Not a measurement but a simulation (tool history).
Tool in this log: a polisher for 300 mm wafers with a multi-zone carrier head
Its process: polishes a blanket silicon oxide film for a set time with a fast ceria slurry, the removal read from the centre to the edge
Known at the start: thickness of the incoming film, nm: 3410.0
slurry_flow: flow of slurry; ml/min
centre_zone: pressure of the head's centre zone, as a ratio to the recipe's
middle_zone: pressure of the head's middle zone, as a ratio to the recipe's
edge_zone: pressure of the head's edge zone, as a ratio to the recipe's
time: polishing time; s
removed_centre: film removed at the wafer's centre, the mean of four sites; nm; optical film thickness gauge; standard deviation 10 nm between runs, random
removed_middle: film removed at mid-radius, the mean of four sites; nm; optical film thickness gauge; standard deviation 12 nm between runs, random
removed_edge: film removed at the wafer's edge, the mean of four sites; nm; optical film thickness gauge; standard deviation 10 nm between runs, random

Run 1, hour 0: slurry_flow 185 ml/min, centre_zone 1, middle_zone 1, edge_zone 1, time 50 s. Result: removed_centre 1283 nm, removed_middle 1132.8 nm, removed_edge 1175.7 nm.
Run 2, hour 7.1: slurry_flow 155 ml/min, centre_zone 1, middle_zone 1, edge_zone 1, time 50 s. Result: removed_centre 1207.8 nm, removed_middle 1110.7 nm, removed_edge 1136.5 nm.
Run 3, hour 13.2: slurry_flow 155 ml/min, centre_zone 0.91, middle_zone 1, edge_zone 1, time 50 s. Result: removed_centre 1098.1 nm, removed_middle 1073.4 nm, removed_edge 1109.8 nm.
Run 4, hour 20.8: slurry_flow 155 ml/min, centre_zone 0.9, middle_zone 0.98, edge_zone 0.99, time 50 s. Result: removed_centre 1099.5 nm, removed_middle 1086.6 nm, removed_edge 1100.6 nm.
Run 5, hour 22.5: slurry_flow 155 ml/min, centre_zone 0.9, middle_zone 0.98, edge_zone 0.99, time 45 s. Result: removed_centre 988.1 nm, removed_middle 974.5 nm, removed_edge 1026.9 nm.
Run 6, hour 26: slurry_flow 150 ml/min, centre_zone 0.9, middle_zone 0.97, edge_zone 0.99, time 45 s. Result: removed_centre 993.25 nm, removed_middle 970.56 nm, removed_edge 998.52 nm.
At hour 30.1: centre zone pressure recalibrated.
Run 7, hour 30.1: slurry_flow 140 ml/min, centre_zone 0.85, middle_zone 0.87, edge_zone 1.08, time 44 s. Result: removed_centre 807.52 nm, removed_middle 851.88 nm, removed_edge 1024.1 nm.

Estimate the outcome of run 8 from the log above:
Run 8, hour 37.4: slurry_flow 145 ml/min, centre_zone 0.86, middle_zone 0.87, edge_zone 1.07, time 44 s. Result: removed_centre ?, removed_middle ?, removed_edge ?.

Run 8 gave removed_centre 810.17 nm, removed_middle 863.55 nm, removed_edge 1020.1 nm.
